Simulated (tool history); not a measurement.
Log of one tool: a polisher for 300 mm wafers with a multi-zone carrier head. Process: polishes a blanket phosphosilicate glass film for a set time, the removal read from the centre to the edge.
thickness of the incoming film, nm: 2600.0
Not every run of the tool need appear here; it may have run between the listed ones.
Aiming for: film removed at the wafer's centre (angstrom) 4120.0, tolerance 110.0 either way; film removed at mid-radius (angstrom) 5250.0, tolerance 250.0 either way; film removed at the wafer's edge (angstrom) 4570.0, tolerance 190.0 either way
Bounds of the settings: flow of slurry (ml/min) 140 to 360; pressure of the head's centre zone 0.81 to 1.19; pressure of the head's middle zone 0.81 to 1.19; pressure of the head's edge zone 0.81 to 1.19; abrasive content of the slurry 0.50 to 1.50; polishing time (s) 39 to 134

| run | hour | flow of slurry (ml/min) | pressure of the head's centre zone | pressure of the head's middle zone | pressure of the head's edge zone | abrasive content of the slurry | polishing time (s) | film removed at the wafer's centre (angstrom) | film removed at mid-radius (angstrom) | film removed at the wafer's edge (angstrom) |
|---|---|---|---|---|---|---|---|---|---|---|
| 1 | 0.0 | 230 | 1.00 | 1.00 | 1.00 | 1.00 | 86 | 5493.5 | 5357.2 | 5510.2 |
| 2 | 2.4 | 230 | 1.05 | 1.00 | 1.00 | 1.00 | 86 | 5733.3 | 5337.4 | 5498.0 |
| 3 | 9.1 | 220 | 0.98 | 1.03 | 0.96 | 0.95 | 86 | 5127.4 | 5309.0 | 5138.0 |
| 4 | 17.8 | 255 | 0.98 | 1.03 | 0.96 | 0.95 | 86 | 5230.1 | 5490.8 | 5122.4 |
| 5 | 20.3 | 285 | 0.98 | 1.03 | 0.96 | 0.95 | 86 | 5373.5 | 5593.1 | 5214.2 |
| 6 | 20.9 | 265 | 0.93 | 1.03 | 0.93 | 0.95 | 86 | 5006.9 | 5458.3 | 5183.9 |
| 7 | 22.3 | 255 | 0.90 | 1.05 | 0.90 | 0.90 | 86 | 4584.6 | 5207.2 | 4804.2 |
| 8 | 28.0 | 255 | 0.90 | 1.05 | 0.90 | 0.90 | 86 | 4629.3 | 5259.1 | 4889.4 |
| 9 | 36.7 | 205 | 0.82 | 1.10 | 0.82 | 0.85 | 86 | 3998.2 | 4971.7 | 4291.1 |

Which single option among these 4 for the next run brings every result within its allowed miss of target? Just one does.
| A | 45.4 | 170 | 0.91 | 1.03 | 0.82 | 0.95 | 76 | ? | ? | ? |
| B | 45.4 | 140 | 0.86 | 1.03 | 0.92 | 0.80 | 93 | ? | ? | ? |
| C | 45.4 | 210 | 0.81 | 1.05 | 0.98 | 0.85 | 86 | ? | ? | ? |
| D | 45.4 | 205 | 0.84 | 1.10 | 0.85 | 0.90 | 84 | ? | ? | ? |

| move | film removed at the wafer's centre (angstrom) | film removed at mid-radius (angstrom) | film removed at the wafer's edge (angstrom) |
|---|---|---|---|
| A | 4105.0 | 4631.5 | 4121.9 |
| B | 4000.7 | 4787.3 | 4520.6 |
| C | 3909.0 | 5009.9 | 4724.4 |
| D | 4134.5 | 5320.8 | 4515.4 |
A: the biggest miss grows against the last run
B: the furthest-off result lands on target, but another misses its tolerance
C: the furthest-off result lands on target, but another misses its tolerance
D: every result lands within tolerance
Move D is the one to make.
